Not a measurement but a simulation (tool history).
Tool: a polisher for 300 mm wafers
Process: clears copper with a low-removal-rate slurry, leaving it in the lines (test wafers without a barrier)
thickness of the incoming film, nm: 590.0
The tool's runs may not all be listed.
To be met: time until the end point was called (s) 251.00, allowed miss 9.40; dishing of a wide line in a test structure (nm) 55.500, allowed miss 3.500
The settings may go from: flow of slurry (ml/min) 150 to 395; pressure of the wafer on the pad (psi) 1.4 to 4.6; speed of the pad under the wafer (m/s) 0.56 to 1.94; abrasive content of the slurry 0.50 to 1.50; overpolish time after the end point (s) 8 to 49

run  hour  flow of slurry (ml/min)  pressure of the wafer on the pad (psi)  speed of the pad under the wafer (m/s)  abrasive content of the slurry  overpolish time after the end point (s)  time until the end point was called (s)  dishing of a wide line in a test structure (nm)
  1   0.0                      250                                     3.0                                    1.24                            1.00                                       25                                   200.68                                           50.432
  2   7.4                      250                                     2.9                                    1.24                            1.00                                       27                                   204.43                                           53.490
  3  10.6                      200                                     2.9                                    1.24                            1.00                                       27                                   209.56                                           52.571
  4  14.6                      200                                     2.8                                    1.24                            1.00                                       28                                   218.53                                           52.367
  5  19.3                      200                                     2.8                                    1.24                            1.20                                       28                                   212.04                                           53.579
  6  24.6                      200                                     2.8                                    1.24                            1.20                                       20                                   211.39                                           41.069
  7  32.4                      200                                     2.7                                    1.24                            1.20                                       23                                   215.82                                           44.502
  8  36.8                      200                                     2.6                                    1.24                            1.20                                       25                                   222.51                                           45.862
  9  37.7                      195                                     2.5                                    1.24                            1.20                                       27                                   237.26                                           47.079
 10  44.6                      195                                     2.5                                    1.24                            1.20                                       28                                   234.59                                           50.482
 11  45.6                      195                                     2.5                                    1.24                            1.20                                       29                                   236.54                                           51.421
 12  53.7                      195                                     2.5                                    1.24                            1.20                                       30                                   230.17                                           52.275
 13  55.4                      190                                     2.2                                    1.24                            1.20                                       35                                   269.60                                           51.517

4 next moves are on the table. One of them brings every result within its allowed miss. Which?
  A  57.1                      150                                     2.3                                    1.14                            1.15                                       40                                        ?                                                ?
  B  57.1                      180                                     2.1                                    1.42                            1.30                                       35                                        ?                                                ?
  C  57.1                      205                                     2.2                                    1.14                            1.30                                       43                                        ?                                                ?
  D  57.1                      185                                     2.2                                    1.26                            1.15                                       32                                        ?                                                ?

move  time until the end point was called (s)  dishing of a wide line in a test structure (nm)
   A                                   281.95                                           56.989
   B                                   256.29                                           54.835
   C                                   275.59                                           61.147
   D                                   269.49                                           49.158
A: further off than the last run
B: meets every target
C: further off than the last run
D: as far off as the last run
Move B is the one to make.
